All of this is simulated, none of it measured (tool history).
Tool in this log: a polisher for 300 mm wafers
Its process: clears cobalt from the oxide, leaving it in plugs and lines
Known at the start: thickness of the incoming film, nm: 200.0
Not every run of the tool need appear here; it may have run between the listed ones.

| run | hour | flow of slurry (ml/min) | pressure of the wafer on the pad (kPa) | speed of the pad under the wafer (m/s) | overpolish time after the end point (s) | time until the end point was called (s) | dishing of a wide line in a test structure (Å) |
|---|---|---|---|---|---|---|---|
| 1 | 0 | 250 | 9 | 0.82 | 26 | 77.547 | 349.61 |
| 2 | 5.5 | 250 | 9 | 0.82 | 31 | 78.106 | 387.09 |
| 3 | 11.3 | 250 | 9 | 0.82 | 41 | 78.057 | 418.9 |
| 4 | 18.7 | 240 | 9 | 0.82 | 31 | 77.868 | 386.53 |
| 5 | 21.8 | 240 | 9 | 0.66 | 31 | 99.503 | 335.5 |
| 6 | 23.4 | 285 | 10.3 | 0.58 | 24 | 92.121 | 303.16 |
| 7 | 30.2 | 315 | 11 | 0.52 | 19 | 95.685 | 265.34 |
| 8 | 37.3 | 340 | 11.7 | 0.48 | 16 | 96.425 | 231.29 |
| 9 | 43.6 | 340 | 11.7 | 0.48 | 16 | 96.215 | 235.06 |

Run 10 comes next. What will it give?
| 10 | 50.1 | 315 | 13.8 | 0.5 | 8 | ? | ? |

{"run 10": {"time until the end point was called (s)": 80.273, "dishing of a wide line in a test structure (Å)": 156.16}}
